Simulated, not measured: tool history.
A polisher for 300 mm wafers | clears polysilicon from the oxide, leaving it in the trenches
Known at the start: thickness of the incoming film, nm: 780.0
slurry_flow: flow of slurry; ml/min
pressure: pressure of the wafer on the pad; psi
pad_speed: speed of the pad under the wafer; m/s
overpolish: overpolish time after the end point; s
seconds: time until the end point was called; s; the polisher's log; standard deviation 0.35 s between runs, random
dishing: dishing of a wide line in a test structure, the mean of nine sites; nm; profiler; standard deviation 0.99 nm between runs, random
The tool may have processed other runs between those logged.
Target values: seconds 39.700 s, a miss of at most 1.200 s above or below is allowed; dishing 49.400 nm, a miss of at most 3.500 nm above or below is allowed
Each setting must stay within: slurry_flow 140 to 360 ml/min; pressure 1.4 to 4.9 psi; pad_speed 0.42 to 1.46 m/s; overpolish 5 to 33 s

run 1 day=0.000 | slurry_flow=230 pressure=3.1 pad_speed=0.94 overpolish=17 | seconds=54.523 dishing=61.642
run 2 day=0.350 | slurry_flow=230 pressure=3.1 pad_speed=0.82 overpolish=17 | seconds=62.160 dishing=58.669
run 3 day=0.408 | slurry_flow=250 pressure=3.4 pad_speed=0.80 overpolish=15 | seconds=57.246 dishing=61.760
run 4 day=0.533 | slurry_flow=230 pressure=3.5 pad_speed=0.82 overpolish=13 | seconds=55.912 dishing=58.158
run 5 day=0.817 | slurry_flow=230 pressure=3.8 pad_speed=0.82 overpolish=13 | seconds=50.440 dishing=58.734
run 6 day=0.962 | slurry_flow=230 pressure=3.8 pad_speed=0.66 overpolish=13 | seconds=63.092 dishing=58.330
run 7 day=1.258 | slurry_flow=215 pressure=4.0 pad_speed=0.68 overpolish=12 | seconds=58.136 dishing=58.002
run 8 day=1.579 | slurry_flow=205 pressure=4.1 pad_speed=0.70 overpolish=11 | seconds=56.911 dishing=58.211
run 9 day=1.721 | slurry_flow=215 pressure=4.2 pad_speed=0.70 overpolish=10 | seconds=53.584 dishing=55.434
run 10 day=1.833 | slurry_flow=280 pressure=4.9 pad_speed=0.70 overpolish=5 | seconds=46.064 dishing=46.787
run 11 day=1.879 | slurry_flow=280 pressure=4.9 pad_speed=0.72 overpolish=5 | seconds=43.862 dishing=47.756
run 12 day=1.954 | slurry_flow=280 pressure=4.9 pad_speed=0.74 overpolish=5 | seconds=42.625 dishing=47.279
run 13 day=2.308 | slurry_flow=275 pressure=4.9 pad_speed=0.78 overpolish=6 | seconds=41.061 dishing=51.810
run 14 day=2.638 | slurry_flow=280 pressure=4.9 pad_speed=0.78 overpolish=6 | seconds=41.235 dishing=53.145
run 15 day=2.746 | slurry_flow=290 pressure=4.9 pad_speed=0.78 overpolish=6 | seconds=40.888 dishing=51.134

Exactly one of the 5 candidate moves below puts every result within its allowed miss. Which one?
run A day=2.854 | slurry_flow=290 pressure=4.9 pad_speed=0.80 overpolish=5 | seconds=? dishing=?
run B day=2.854 | slurry_flow=305 pressure=4.9 pad_speed=0.72 overpolish=5 | seconds=? dishing=?
run C day=2.854 | slurry_flow=305 pressure=4.9 pad_speed=0.76 overpolish=5 | seconds=? dishing=?
run D day=2.854 | slurry_flow=280 pressure=4.9 pad_speed=0.76 overpolish=5 | seconds=? dishing=?
run E day=2.854 | slurry_flow=290 pressure=4.8 pad_speed=0.78 overpolish=5 | seconds=? dishing=?

move=A seconds=39.971 dishing=50.535
move=B seconds=44.027 dishing=48.538
move=C seconds=41.796 dishing=49.626
move=D seconds=42.146 dishing=49.454
move=E seconds=41.790 dishing=49.629
A: all results land within tolerance of their targets
B: moves away from the targets compared with the last run
C: moves away from the targets compared with the last run
D: moves away from the targets compared with the last run
E: moves away from the targets compared with the last run
Correct choice: A, which meets every target

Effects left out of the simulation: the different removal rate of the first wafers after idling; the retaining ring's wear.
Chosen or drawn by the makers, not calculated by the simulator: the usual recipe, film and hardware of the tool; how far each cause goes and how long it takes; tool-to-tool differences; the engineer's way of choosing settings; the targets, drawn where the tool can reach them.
